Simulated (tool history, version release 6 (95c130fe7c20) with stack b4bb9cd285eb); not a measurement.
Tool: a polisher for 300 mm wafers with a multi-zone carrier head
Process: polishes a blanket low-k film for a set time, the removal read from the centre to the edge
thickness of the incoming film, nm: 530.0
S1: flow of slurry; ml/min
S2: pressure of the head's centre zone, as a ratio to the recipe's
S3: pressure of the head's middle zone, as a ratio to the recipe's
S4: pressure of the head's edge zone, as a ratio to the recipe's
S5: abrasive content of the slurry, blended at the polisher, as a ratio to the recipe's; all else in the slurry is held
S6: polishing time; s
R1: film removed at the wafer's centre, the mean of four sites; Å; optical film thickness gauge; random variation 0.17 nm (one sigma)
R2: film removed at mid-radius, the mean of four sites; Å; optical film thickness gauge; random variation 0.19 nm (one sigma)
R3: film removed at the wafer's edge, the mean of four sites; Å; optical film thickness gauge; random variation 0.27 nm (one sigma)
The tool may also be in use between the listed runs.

| run | hour | S1 | S2 | S3 | S4 | S5 | S6 | R1 | R2 | R3 |
|---|---|---|---|---|---|---|---|---|---|---|
| 1 | 0 | 230 | 1 | 1 | 1 | 1 | 43 | 173.85 | 168.56 | 173.55 |
| 2 | 8.6 | 240 | 1.02 | 1.03 | 1.02 | 1.05 | 43 | 180.4 | 173.19 | 180.69 |
| 3 | 16.6 | 240 | 1.02 | 1.03 | 1.02 | 1.05 | 53 | 219.48 | 216.15 | 221.5 |
| 4 | 24.6 | 235 | 1.02 | 1.03 | 1 | 1 | 53 | 215.23 | 211.36 | 217.64 |
| 5 | 30.8 | 235 | 1.02 | 1.03 | 1.08 | 1 | 53 | 212.48 | 211.67 | 221.09 |
| 6 | 32.2 | 235 | 1.02 | 0.95 | 1.08 | 1 | 53 | 219.45 | 199.15 | 229.41 |

Run 7 comes next. What will it give?
| 7 | 37.2 | 230 | 1.03 | 0.97 | 1.05 | 1 | 53 | ? | ? | ? |

Run 7 gave R1 220.21 Å, R2 205.12 Å, R3 222.64 Å.

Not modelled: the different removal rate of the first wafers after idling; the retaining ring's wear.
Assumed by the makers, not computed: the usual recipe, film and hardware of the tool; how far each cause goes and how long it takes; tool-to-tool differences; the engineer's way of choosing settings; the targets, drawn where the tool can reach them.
